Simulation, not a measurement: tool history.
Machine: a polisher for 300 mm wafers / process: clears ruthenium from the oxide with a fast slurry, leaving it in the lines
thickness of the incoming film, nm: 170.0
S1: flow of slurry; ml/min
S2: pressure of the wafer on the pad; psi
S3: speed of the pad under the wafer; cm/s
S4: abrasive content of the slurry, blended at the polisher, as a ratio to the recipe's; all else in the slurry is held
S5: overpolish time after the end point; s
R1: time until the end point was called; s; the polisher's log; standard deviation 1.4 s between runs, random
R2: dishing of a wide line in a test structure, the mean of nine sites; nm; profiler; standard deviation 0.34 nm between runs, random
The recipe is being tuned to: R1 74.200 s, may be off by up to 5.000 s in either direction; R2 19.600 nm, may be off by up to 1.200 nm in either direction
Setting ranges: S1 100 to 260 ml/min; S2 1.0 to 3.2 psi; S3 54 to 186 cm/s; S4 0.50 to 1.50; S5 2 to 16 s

run,hour,S1,S2,S3,S4,S5,R1,R2
1,0.0,165,2.1,118,1.00,8,45.465,27.496
2,4.3,165,2.1,118,1.10,8,45.672,29.177
3,12.1,165,2.1,118,1.00,8,44.009,28.430
4,16.8,165,2.1,104,1.00,8,51.505,25.220
5,21.1,165,2.0,104,1.00,8,53.294,23.682
6,22.0,165,2.0,130,1.00,8,44.824,28.082
7,22.6,165,1.9,130,1.00,8,47.819,27.088
8,28.8,165,1.8,130,1.00,8,48.274,26.543
9,35.2,160,1.2,112,1.00,9,82.023,17.922
# hour 43.1: slurry nozzle cleaned
10,43.1,165,1.3,112,1.00,9,67.815,21.324

Pick the move, out of 5, that brings all results within their allowed miss; only one does.
A,51.0,145,1.4,90,0.65,11,?,?
B,51.0,175,1.6,100,1.05,9,?,?
C,51.0,130,1.2,100,0.85,12,?,?
D,51.0,135,1.1,130,0.95,11,?,?
E,51.0,190,1.4,100,0.85,9,?,?

move,R1,R2
A,88.643,20.279
B,60.613,24.034
C,88.481,22.063
D,73.605,24.181
E,71.858,20.459
A: brings the result that was furthest off to its target, and leaves another outside
B: moves away from the targets compared with the last run
C: moves away from the targets compared with the last run
D: moves away from the targets compared with the last run
E: meets every target
The move that meets every target is E.
